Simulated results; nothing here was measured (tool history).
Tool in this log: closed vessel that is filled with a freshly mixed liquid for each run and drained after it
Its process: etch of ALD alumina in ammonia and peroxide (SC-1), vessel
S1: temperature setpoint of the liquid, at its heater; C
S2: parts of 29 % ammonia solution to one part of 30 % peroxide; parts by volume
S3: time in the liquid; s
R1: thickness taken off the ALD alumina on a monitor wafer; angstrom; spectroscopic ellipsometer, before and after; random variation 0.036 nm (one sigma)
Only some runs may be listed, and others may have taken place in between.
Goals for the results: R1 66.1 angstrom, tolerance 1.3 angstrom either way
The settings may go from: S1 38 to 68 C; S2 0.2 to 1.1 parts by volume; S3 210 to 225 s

run 1 hour=0 | S1=52 S2=0.6 S3=210 | R1=90.608
run 2 hour=6.5 | S1=50.5 S2=0.6 S3=210 | R1=83.649
run 3 hour=12 | S1=50.5 S2=0.7 S3=210 | R1=84.811
run 4 hour=17.4 | S1=49.5 S2=0.7 S3=210 | R1=79.348
run 5 hour=20.3 | S1=48.5 S2=0.7 S3=210 | R1=75.965
run 6 hour=27.3 | S1=48.5 S2=0.7 S3=225 | R1=81.077
run 7 hour=28.5 | S1=47.5 S2=0.7 S3=225 | R1=76.605
run 8 hour=37.1 | S1=47 S2=0.7 S3=225 | R1=74.177
run 9 hour=43.5 | S1=46.5 S2=0.7 S3=225 | R1=72.48
run 10 hour=47.8 | S1=46 S2=0.7 S3=225 | R1=70.214
run 11 hour=51 | S1=45.5 S2=0.7 S3=225 | R1=68.395

Exercise: of the 5 proposed moves below, exactly one satisfies all targets within the stated allowed misses. Which move is it?
run A hour=54.2 | S1=47 S2=0.7 S3=220 | R1=?
run B hour=54.2 | S1=47 S2=0.75 S3=210 | R1=?
run C hour=54.2 | S1=45 S2=0.6 S3=225 | R1=?
run D hour=54.2 | S1=47.5 S2=0.55 S3=210 | R1=?
run E hour=54.2 | S1=46 S2=0.75 S3=225 | R1=?

move=A R1=73.108
move=B R1=70.245
move=C R1=65.8
move=D R1=70.142
move=E R1=71.138
A: misses by more than the last run did
B: misses by more than the last run did
C: every result within its allowed miss
D: misses by more than the last run did
E: misses by more than the last run did
Correct choice: C, which meets every target
